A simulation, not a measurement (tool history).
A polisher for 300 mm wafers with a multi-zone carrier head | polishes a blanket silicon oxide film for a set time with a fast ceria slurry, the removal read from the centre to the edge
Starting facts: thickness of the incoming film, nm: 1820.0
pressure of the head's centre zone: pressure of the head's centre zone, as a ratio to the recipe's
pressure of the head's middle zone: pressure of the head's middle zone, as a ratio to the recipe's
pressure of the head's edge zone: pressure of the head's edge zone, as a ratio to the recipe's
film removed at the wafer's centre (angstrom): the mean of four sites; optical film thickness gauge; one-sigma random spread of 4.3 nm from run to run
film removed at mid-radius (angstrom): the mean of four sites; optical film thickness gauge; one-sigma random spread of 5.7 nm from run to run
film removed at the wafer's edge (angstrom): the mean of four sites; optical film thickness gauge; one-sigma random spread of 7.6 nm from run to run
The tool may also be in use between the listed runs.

run,day,flow of slurry (ml/min),pressure of the head's centre zone,pressure of the head's middle zone,pressure of the head's edge zone,polishing time (s),film removed at the wafer's centre (angstrom),film removed at mid-radius (angstrom),film removed at the wafer's edge (angstrom)
1,0.000,155,1.00,1.00,1.00,39,5223.9,5434.7,5294.0
2,0.308,155,1.00,1.00,1.00,31,4228.9,4331.0,4312.6
3,0.504,175,1.00,1.00,1.00,31,4271.9,4383.2,4206.4
4,0.812,175,1.00,1.00,1.03,31,4257.0,4486.8,4414.2
5,1.000,180,1.03,1.03,1.05,32,4491.8,4797.8,4603.7
6,1.258,180,1.03,1.03,0.98,32,4476.4,4689.3,4315.5
7,1.462,185,1.06,1.04,1.01,33,4783.0,4929.6,4674.5
8,1.554,190,1.08,1.06,1.02,34,5000.4,5191.1,4818.6
9,1.762,195,1.10,1.08,1.04,34,5064.0,5255.2,4749.1
10,2.000,200,1.10,1.09,1.06,35,5211.7,5412.3,4882.4
11,2.208,195,1.10,1.10,1.08,36,5385.8,5605.9,5071.9

Run 12 has not been measured yet. What should we expect?
12,2.375,200,1.10,1.10,1.10,37,?,?,?

film removed at the wafer's centre (angstrom): 5544.2
film removed at mid-radius (angstrom): 5873.9
film removed at the wafer's edge (angstrom): 5494.2
